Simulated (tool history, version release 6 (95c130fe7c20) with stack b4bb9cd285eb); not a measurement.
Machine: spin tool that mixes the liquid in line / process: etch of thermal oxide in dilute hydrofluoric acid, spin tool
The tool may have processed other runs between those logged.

| run | hour | temperature setpoint of the liquid (C) | parts of water to one part of 49 % hydrofluoric acid (parts by volume) | time under the liquid (s) | thickness taken off the thermal oxide on a monitor wafer (Å) |
|---|---|---|---|---|---|
| 1 | 0.0 | 24.0 | 175 | 80 | 19.696 |
| 2 | 3.6 | 22.0 | 190 | 80 | 16.408 |
| 3 | 8.1 | 22.0 | 190 | 80 | 16.492 |
| 4 | 13.3 | 22.0 | 190 | 80 | 16.567 |
| 5 | 14.7 | 20.5 | 200 | 80 | 14.809 |
| 6 | 16.8 | 19.0 | 200 | 80 | 13.902 |

Run 7, settings as shown, results not yet in. Your forecast:
| 7 | 20.7 | 18.5 | 210 | 80 | ? |

thickness taken off the thermal oxide on a monitor wafer (Å): 12.746
